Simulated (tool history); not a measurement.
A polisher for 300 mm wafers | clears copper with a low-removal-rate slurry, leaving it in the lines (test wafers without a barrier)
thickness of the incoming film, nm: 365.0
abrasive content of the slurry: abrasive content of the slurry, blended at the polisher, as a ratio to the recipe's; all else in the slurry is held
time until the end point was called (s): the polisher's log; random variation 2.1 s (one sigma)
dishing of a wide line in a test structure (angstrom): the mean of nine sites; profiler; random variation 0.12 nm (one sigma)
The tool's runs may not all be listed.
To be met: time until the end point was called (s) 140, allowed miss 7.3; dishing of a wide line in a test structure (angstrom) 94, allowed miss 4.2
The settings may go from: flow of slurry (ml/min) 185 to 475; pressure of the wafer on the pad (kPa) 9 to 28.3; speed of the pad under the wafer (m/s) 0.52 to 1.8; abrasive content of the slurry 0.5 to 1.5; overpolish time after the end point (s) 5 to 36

run  hour  flow of slurry (ml/min)  pressure of the wafer on the pad (kPa)  speed of the pad under the wafer (m/s)  abrasive content of the slurry  overpolish time after the end point (s)  time until the end point was called (s)  dishing of a wide line in a test structure (angstrom)
  1     0                      305                                    18.6                                    1.16                               1                                       18                                   142.87                                                  294.7
  2     3                      240                                    18.6                                    1.16                               1                                       18                                   147.76                                                 288.27
  3     5                      300                                    15.9                                     1.2                               1                                       15                                    152.4                                                 228.18
  4  11.3                      345                                    13.8                                    1.24                             0.9                                       12                                   175.91                                                 170.22
  5  15.6                      380                                    12.4                                    1.38                             0.8                                       10                                    179.4                                                 146.61
  6  18.6                      405                                    11.7                                    1.48                            0.75                                        9                                   171.17                                                 130.88
  7  25.5                      425                                    11.7                                    1.56                             0.7                                        8                                   165.08                                                 119.94
  8    34                      440                                    11.7                                    1.62                            0.65                                        7                                   159.87                                                 110.59
  9  36.3                      475                                      11                                     1.8                             0.5                                        5                                    162.9                                                 78.079
 10  41.8                      470                                    11.7                                     1.8                             0.5                                        5                                      155                                                 80.412
 11  46.3                      460                                    12.4                                     1.8                             0.5                                        5                                   150.24                                                 87.069

Which of these 4 next moves meets every target?
  A  50.8                      475                                    13.1                                    1.54                             0.5                                        5                                        ?                                                      ?
  B  50.8                      475                                    12.4                                    1.78                             0.5                                        5                                        ?                                                      ?
  C  50.8                      415                                    15.9                                    1.56                            0.55                                        5                                        ?                                                      ?
  D  50.8                      475                                    13.8                                     1.8                             0.8                                        5                                        ?                                                      ?

move  time until the end point was called (s)  dishing of a wide line in a test structure (angstrom)
   A                                   163.79                                                 79.406
   B                                   148.65                                                 86.989
   C                                   135.29                                                 95.586
   D                                   119.18                                                 107.39
A: further off than the last run
B: as far off as the last run
C: meets every target
D: takes the result that was furthest off past its target
The right move is C.

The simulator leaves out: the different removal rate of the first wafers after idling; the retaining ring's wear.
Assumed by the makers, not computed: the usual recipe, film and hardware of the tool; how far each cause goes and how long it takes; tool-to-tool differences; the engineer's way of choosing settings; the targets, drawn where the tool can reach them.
